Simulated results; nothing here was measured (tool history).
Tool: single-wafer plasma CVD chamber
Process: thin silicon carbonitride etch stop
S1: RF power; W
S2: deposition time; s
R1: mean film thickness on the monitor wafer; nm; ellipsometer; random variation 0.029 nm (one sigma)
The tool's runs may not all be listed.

| run | hour | S1 | S2 | R1 |
|---|---|---|---|---|
| 1 | 0 | 260 | 20.7 | 13.009 |
| 2 | 3 | 270 | 20.7 | 13.19 |
| 3 | 11.8 | 270 | 18.7 | 11.88 |
| 4 | 12.5 | 280 | 19 | 12.208 |
| 5 | 13.2 | 305 | 19 | 12.635 |
| 6 | 15.7 | 290 | 19 | 12.366 |
| 7 | 23 | 295 | 19.2 | 12.587 |

Forecast run 8:
| 8 | 28.3 | 300 | 19.4 | ? |

{"run 8": {"R1": 12.78}}

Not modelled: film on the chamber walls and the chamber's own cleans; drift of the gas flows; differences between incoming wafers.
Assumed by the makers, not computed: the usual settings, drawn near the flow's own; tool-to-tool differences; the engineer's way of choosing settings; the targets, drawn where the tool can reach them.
